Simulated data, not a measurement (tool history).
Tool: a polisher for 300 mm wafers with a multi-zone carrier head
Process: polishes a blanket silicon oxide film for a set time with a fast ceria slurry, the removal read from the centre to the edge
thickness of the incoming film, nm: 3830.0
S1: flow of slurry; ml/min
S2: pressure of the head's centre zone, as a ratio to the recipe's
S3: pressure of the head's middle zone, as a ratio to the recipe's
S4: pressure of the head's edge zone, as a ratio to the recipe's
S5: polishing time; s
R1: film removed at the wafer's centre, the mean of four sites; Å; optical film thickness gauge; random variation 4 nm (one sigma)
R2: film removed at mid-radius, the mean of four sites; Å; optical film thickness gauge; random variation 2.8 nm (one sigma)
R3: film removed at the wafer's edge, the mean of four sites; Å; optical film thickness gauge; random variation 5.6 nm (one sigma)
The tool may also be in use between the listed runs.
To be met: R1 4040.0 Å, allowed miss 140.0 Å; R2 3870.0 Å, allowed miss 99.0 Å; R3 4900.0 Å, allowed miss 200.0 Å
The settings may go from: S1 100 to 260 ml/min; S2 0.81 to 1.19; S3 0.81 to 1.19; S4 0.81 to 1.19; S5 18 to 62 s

| run | hour | S1 | S2 | S3 | S4 | S5 | R1 | R2 | R3 |
|---|---|---|---|---|---|---|---|---|---|
| 1 | 0.0 | 165 | 1.00 | 1.00 | 1.00 | 40 | 6966.0 | 6911.6 | 7079.7 |
| 2 | 2.4 | 150 | 0.96 | 0.94 | 1.01 | 35 | 5826.8 | 5580.4 | 6341.1 |
| 3 | 4.4 | 140 | 0.92 | 0.91 | 0.98 | 32 | 5053.4 | 4995.5 | 5700.4 |
| 4 | 10.5 | 130 | 0.90 | 0.88 | 0.98 | 30 | 4431.8 | 4469.7 | 5264.0 |
| 5 | 12.5 | 130 | 0.96 | 0.88 | 0.98 | 30 | 4680.1 | 4458.6 | 5266.7 |
| 6 | 18.4 | 120 | 0.95 | 0.86 | 0.98 | 30 | 4654.6 | 4353.6 | 5219.6 |
| 7 | 21.3 | 105 | 0.86 | 0.81 | 1.01 | 27 | 3678.6 | 3644.0 | 4722.7 |
| 8 | 28.7 | 120 | 0.87 | 0.81 | 1.01 | 27 | 3847.1 | 3740.3 | 4801.2 |
| 9 | 30.3 | 125 | 0.87 | 0.81 | 1.01 | 27 | 3856.6 | 3765.2 | 4835.3 |
| 10 | 31.3 | 130 | 0.88 | 0.81 | 1.01 | 27 | 3931.4 | 3731.7 | 4775.4 |

Which of these 5 next moves meets every target?
| A | 32.3 | 120 | 0.82 | 0.83 | 1.05 | 28 | ? | ? | ? |
| B | 32.3 | 165 | 0.90 | 0.84 | 1.08 | 26 | ? | ? | ? |
| C | 32.3 | 115 | 0.93 | 0.81 | 1.00 | 27 | ? | ? | ? |
| D | 32.3 | 195 | 0.96 | 0.90 | 0.92 | 25 | ? | ? | ? |
| E | 32.3 | 120 | 0.83 | 0.83 | 0.98 | 28 | ? | ? | ? |

| move | R1 | R2 | R3 |
|---|---|---|---|
| A | 3731.1 | 3937.3 | 4959.8 |
| B | 4015.4 | 3869.6 | 4830.8 |
| C | 4052.6 | 3694.4 | 4648.7 |
| D | 4224.5 | 4025.2 | 4364.9 |
| E | 3777.0 | 3937.5 | 4796.1 |
A: brings the result that was furthest off to its target, and leaves another outside
B: meets every target
C: further off than the last run
D: takes the result that was furthest off past its target
E: brings the result that was furthest off to its target, and leaves another outside
Answer: B
